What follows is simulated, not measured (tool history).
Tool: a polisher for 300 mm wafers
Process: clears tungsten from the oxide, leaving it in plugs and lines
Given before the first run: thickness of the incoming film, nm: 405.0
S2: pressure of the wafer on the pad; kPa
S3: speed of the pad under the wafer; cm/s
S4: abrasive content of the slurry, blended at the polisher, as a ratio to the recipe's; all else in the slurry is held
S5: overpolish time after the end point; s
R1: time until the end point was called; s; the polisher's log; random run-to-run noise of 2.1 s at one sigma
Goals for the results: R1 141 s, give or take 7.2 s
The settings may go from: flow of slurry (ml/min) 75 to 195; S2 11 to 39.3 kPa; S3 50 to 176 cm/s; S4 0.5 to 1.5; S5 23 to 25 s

Run 1, hour 0: flow of slurry (ml/min) 125, S2 24.8 kPa, S3 112 cm/s, S4 1, S5 23 s. Result: R1 87.829 s.
Run 2, hour 5: flow of slurry (ml/min) 125, S2 24.8 kPa, S3 112 cm/s, S4 1, S5 25 s. Result: R1 86.516 s.
Run 3, hour 6.9: flow of slurry (ml/min) 125, S2 24.8 kPa, S3 94 cm/s, S4 1, S5 25 s. Result: R1 98.593 s.
Run 4, hour 9: flow of slurry (ml/min) 125, S2 22.8 kPa, S3 92 cm/s, S4 1, S5 25 s. Result: R1 114.72 s.
Run 5, hour 14.5: flow of slurry (ml/min) 125, S2 22.8 kPa, S3 92 cm/s, S4 1, S5 25 s. Result: R1 116.49 s.
Run 6, hour 20.6: flow of slurry (ml/min) 125, S2 22.8 kPa, S3 120 cm/s, S4 1, S5 25 s. Result: R1 89.064 s.
Run 7, hour 25.3: flow of slurry (ml/min) 125, S2 22.8 kPa, S3 120 cm/s, S4 1, S5 25 s. Result: R1 88.005 s.
Run 8, hour 27.1: flow of slurry (ml/min) 115, S2 15.9 kPa, S3 116 cm/s, S4 1, S5 25 s. Result: R1 129.32 s.

Which one of the following 4 next-run settings gets every result inside its allowed miss? There is exactly one.
Run A, hour 28.9: flow of slurry (ml/min) 125, S2 15.9 kPa, S3 104 cm/s, S4 0.6, S5 23 s. Result: R1 ?.
Run B, hour 28.9: flow of slurry (ml/min) 120, S2 15.9 kPa, S3 88 cm/s, S4 1.1, S5 24 s. Result: R1 ?.
Run C, hour 28.9: flow of slurry (ml/min) 130, S2 11.7 kPa, S3 138 cm/s, S4 1.5, S5 23 s. Result: R1 ?.
Run D, hour 28.9: flow of slurry (ml/min) 115, S2 15.9 kPa, S3 102 cm/s, S4 1.2, S5 23 s. Result: R1 ?.

move      R1
   A  165.14
   B  162.04
   C  126.07
   D  137.88
A: takes the result that was furthest off past its target
B: takes the result that was furthest off past its target
C: further off than the last run
D: hits every target within its allowed miss
Answer: D
